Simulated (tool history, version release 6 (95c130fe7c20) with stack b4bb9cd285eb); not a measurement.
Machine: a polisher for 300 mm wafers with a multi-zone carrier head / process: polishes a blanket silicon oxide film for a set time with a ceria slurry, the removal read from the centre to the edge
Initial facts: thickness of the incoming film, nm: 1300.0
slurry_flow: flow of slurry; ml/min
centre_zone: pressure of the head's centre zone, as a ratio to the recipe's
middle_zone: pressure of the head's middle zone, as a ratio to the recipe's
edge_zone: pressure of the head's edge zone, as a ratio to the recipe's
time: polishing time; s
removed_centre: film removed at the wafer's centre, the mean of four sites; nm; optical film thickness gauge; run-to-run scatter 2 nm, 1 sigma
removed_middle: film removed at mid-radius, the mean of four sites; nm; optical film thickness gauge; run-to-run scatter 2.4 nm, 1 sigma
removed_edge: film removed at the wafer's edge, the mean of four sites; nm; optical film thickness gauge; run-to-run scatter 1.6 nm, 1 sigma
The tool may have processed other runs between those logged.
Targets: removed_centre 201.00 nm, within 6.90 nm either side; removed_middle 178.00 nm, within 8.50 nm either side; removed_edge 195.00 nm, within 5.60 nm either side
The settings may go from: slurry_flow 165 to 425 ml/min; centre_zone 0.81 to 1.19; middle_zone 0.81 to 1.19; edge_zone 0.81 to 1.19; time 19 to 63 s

Run 1, day 0.000: slurry_flow 275 ml/min, centre_zone 1.00, middle_zone 1.00, edge_zone 1.00, time 41 s. Result: removed_centre 156.55 nm, removed_middle 156.13 nm, removed_edge 156.74 nm.
Run 2, day 0.258: slurry_flow 275 ml/min, centre_zone 1.00, middle_zone 1.00, edge_zone 1.00, time 32 s. Result: removed_centre 124.83 nm, removed_middle 125.52 nm, removed_edge 123.38 nm.
Run 3, day 0.492: slurry_flow 275 ml/min, centre_zone 1.00, middle_zone 1.08, edge_zone 1.00, time 32 s. Result: removed_centre 121.93 nm, removed_middle 131.37 nm, removed_edge 122.62 nm.
Run 4, day 0.546: slurry_flow 285 ml/min, centre_zone 1.03, middle_zone 1.05, edge_zone 1.05, time 36 s. Result: removed_centre 143.79 nm, removed_middle 141.03 nm, removed_edge 142.68 nm.
Run 5, day 0.650: slurry_flow 295 ml/min, centre_zone 1.06, middle_zone 1.07, edge_zone 1.08, time 39 s. Result: removed_centre 160.44 nm, removed_middle 163.22 nm, removed_edge 156.46 nm.
Run 6, day 0.812: slurry_flow 300 ml/min, centre_zone 1.07, middle_zone 1.04, edge_zone 1.11, time 41 s. Result: removed_centre 168.76 nm, removed_middle 167.15 nm, removed_edge 167.12 nm.
Run 7, day 1.075: slurry_flow 305 ml/min, centre_zone 1.09, middle_zone 1.01, edge_zone 1.13, time 42 s. Result: removed_centre 177.43 nm, removed_middle 162.06 nm, removed_edge 173.90 nm.
Run 8, day 1.375: slurry_flow 310 ml/min, centre_zone 1.10, middle_zone 1.01, edge_zone 1.15, time 43 s. Result: removed_centre 178.85 nm, removed_middle 168.49 nm, removed_edge 178.77 nm.
Run 9, day 1.438: slurry_flow 315 ml/min, centre_zone 1.12, middle_zone 1.00, edge_zone 1.16, time 44 s. Result: removed_centre 190.27 nm, removed_middle 169.27 nm, removed_edge 185.60 nm.
Run 10, day 1.558: slurry_flow 320 ml/min, centre_zone 1.13, middle_zone 1.00, edge_zone 1.17, time 44 s. Result: removed_centre 189.27 nm, removed_middle 170.50 nm, removed_edge 182.78 nm.
Run 11, day 1.733: slurry_flow 320 ml/min, centre_zone 1.13, middle_zone 1.00, edge_zone 1.17, time 45 s. Result: removed_centre 196.73 nm, removed_middle 176.55 nm, removed_edge 189.39 nm.

5 candidate next runs follow, results not yet known. Just one meets every target within its allowed miss. Identify it.
Run A, day 1.908: slurry_flow 335 ml/min, centre_zone 1.15, middle_zone 1.18, edge_zone 1.05, time 45 s. Result: removed_centre ?, removed_middle ?, removed_edge ?.
Run B, day 1.908: slurry_flow 315 ml/min, centre_zone 1.19, middle_zone 1.05, edge_zone 1.12, time 44 s. Result: removed_centre ?, removed_middle ?, removed_edge ?.
Run C, day 1.908: slurry_flow 270 ml/min, centre_zone 1.01, middle_zone 0.97, edge_zone 1.19, time 48 s. Result: removed_centre ?, removed_middle ?, removed_edge ?.
Run D, day 1.908: slurry_flow 285 ml/min, centre_zone 1.13, middle_zone 0.99, edge_zone 1.18, time 47 s. Result: removed_centre ?, removed_middle ?, removed_edge ?.
Run E, day 1.908: slurry_flow 260 ml/min, centre_zone 1.04, middle_zone 0.90, edge_zone 1.19, time 51 s. Result: removed_centre ?, removed_middle ?, removed_edge ?.

move  removed_centre  removed_middle  removed_edge
   A          200.55          200.92        178.80
   B          200.62          176.93        179.75
   C          185.94          177.85        199.64
   D          202.27          178.12        195.54
   E          201.53          176.89        211.58
A: the biggest miss grows against the last run
B: the biggest miss grows against the last run
C: the worst result of the last run now meets its target, but another is out of spec
D: every result lands within tolerance
E: takes the biggest miss from the last run beyond its target
So the answer is move D, the one that meets all the targets.
